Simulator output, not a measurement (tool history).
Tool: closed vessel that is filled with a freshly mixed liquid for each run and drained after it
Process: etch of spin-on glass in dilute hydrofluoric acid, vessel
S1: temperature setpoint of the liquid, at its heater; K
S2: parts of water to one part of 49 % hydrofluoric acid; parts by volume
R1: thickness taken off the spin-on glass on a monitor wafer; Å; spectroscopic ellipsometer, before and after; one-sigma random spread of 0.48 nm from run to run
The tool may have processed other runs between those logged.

Run 1, hour 0.0: S1 296.15 K, S2 40 parts by volume, time in the liquid (s) 85. Result: R1 900.65 Å.
Run 2, hour 6.2: S1 295.15 K, S2 40 parts by volume, time in the liquid (s) 85. Result: R1 854.77 Å.
Run 3, hour 8.8: S1 294.15 K, S2 40 parts by volume, time in the liquid (s) 85. Result: R1 833.91 Å.
Run 4, hour 13.4: S1 293.15 K, S2 40 parts by volume, time in the liquid (s) 85. Result: R1 788.59 Å.
Run 5, hour 17.2: S1 293.15 K, S2 35 parts by volume, time in the liquid (s) 85. Result: R1 917.92 Å.
Run 6, hour 19.1: S1 292.65 K, S2 35 parts by volume, time in the liquid (s) 85. Result: R1 886.39 Å.
Run 7, hour 25.9: S1 292.15 K, S2 35 parts by volume, time in the liquid (s) 85. Result: R1 879.38 Å.

For run 8, what comes out?
Run 8, hour 30.4: S1 291.65 K, S2 35 parts by volume, time in the liquid (s) 85. Result: R1 ?.

R1: 851.60 Å

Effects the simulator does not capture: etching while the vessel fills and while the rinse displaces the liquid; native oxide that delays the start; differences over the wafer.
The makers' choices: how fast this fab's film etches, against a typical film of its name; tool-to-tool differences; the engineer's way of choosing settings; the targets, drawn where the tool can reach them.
